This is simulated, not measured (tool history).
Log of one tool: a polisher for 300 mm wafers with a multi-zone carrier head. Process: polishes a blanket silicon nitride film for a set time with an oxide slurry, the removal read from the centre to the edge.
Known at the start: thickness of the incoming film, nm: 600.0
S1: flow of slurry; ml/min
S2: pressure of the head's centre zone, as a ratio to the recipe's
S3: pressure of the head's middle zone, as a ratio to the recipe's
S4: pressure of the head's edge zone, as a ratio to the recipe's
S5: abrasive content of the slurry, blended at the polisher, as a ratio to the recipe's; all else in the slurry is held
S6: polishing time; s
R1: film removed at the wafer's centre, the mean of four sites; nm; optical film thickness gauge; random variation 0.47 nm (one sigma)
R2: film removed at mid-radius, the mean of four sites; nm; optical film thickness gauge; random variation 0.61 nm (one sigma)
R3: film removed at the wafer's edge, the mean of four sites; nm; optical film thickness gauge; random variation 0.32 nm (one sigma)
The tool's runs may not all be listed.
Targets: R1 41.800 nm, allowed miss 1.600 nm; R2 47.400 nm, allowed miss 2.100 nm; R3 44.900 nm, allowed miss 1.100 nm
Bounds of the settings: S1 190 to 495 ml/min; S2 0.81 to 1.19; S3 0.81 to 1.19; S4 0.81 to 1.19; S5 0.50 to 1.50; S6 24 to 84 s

{"run": 1, "hour": 0.0, "S1": 320, "S2": 1.0, "S3": 1.0, "S4": 1.0, "S5": 1.0, "S6": 54, "R1": 41.806, "R2": 40.697, "R3": 40.676}
{"run": 2, "hour": 7.6, "S1": 325, "S2": 1.0, "S3": 1.01, "S4": 1.01, "S5": 1.0, "S6": 54, "R1": 40.672, "R2": 41.149, "R3": 40.371}
{"run": 3, "hour": 15.2, "S1": 325, "S2": 1.04, "S3": 1.01, "S4": 1.01, "S5": 1.0, "S6": 54, "R1": 42.505, "R2": 41.705, "R3": 40.461}
{"run": 4, "hour": 17.1, "S1": 325, "S2": 1.04, "S3": 1.01, "S4": 1.01, "S5": 1.0, "S6": 42, "R1": 32.656, "R2": 31.653, "R3": 31.589}
{"run": 5, "hour": 23.7, "S1": 325, "S2": 1.04, "S3": 1.02, "S4": 1.02, "S5": 1.05, "S6": 42, "R1": 33.784, "R2": 33.204, "R3": 32.431}
{"run": 6, "hour": 32.3, "S1": 325, "S2": 1.11, "S3": 1.02, "S4": 1.02, "S5": 1.05, "S6": 42, "R1": 35.604, "R2": 33.002, "R3": 32.243}
{"run": 7, "hour": 36.6, "S1": 325, "S2": 1.1, "S3": 1.03, "S4": 1.04, "S5": 1.1, "S6": 42, "R1": 36.275, "R2": 34.074, "R3": 33.867}
{"run": 8, "hour": 39.2, "S1": 330, "S2": 1.09, "S3": 1.05, "S4": 1.05, "S5": 1.15, "S6": 42, "R1": 36.725, "R2": 35.27, "R3": 34.272}

4 next moves are on the table. One of them brings every result within its allowed miss. Which?
{"run": "A", "hour": 41.8, "S1": 295, "S2": 0.93, "S3": 1.07, "S4": 0.98, "S5": 1.25, "S6": 48, "R1": "?", "R2": "?", "R3": "?"}
{"run": "B", "hour": 41.8, "S1": 315, "S2": 0.96, "S3": 1.1, "S4": 1.1, "S5": 0.95, "S6": 59, "R1": "?", "R2": "?", "R3": "?"}
{"run": "C", "hour": 41.8, "S1": 295, "S2": 0.91, "S3": 1.13, "S4": 1.13, "S5": 1.3, "S6": 51, "R1": "?", "R2": "?", "R3": "?"}
{"run": "D", "hour": 41.8, "S1": 310, "S2": 0.96, "S3": 1.11, "S4": 1.19, "S5": 1.2, "S6": 49, "R1": "?", "R2": "?", "R3": "?"}

move=A R1=36.754 R2=41.610 R3=38.564
move=B R1=42.079 R2=47.184 R3=45.139
move=C R1=38.783 R2=47.002 R3=44.580
move=D R1=38.351 R2=43.337 R3=42.855
A: nearer than the last run, and not there yet
B: meets every target
C: brings the result that was furthest off to its target, and leaves another outside
D: nearer than the last run, and not there yet
Answer: B

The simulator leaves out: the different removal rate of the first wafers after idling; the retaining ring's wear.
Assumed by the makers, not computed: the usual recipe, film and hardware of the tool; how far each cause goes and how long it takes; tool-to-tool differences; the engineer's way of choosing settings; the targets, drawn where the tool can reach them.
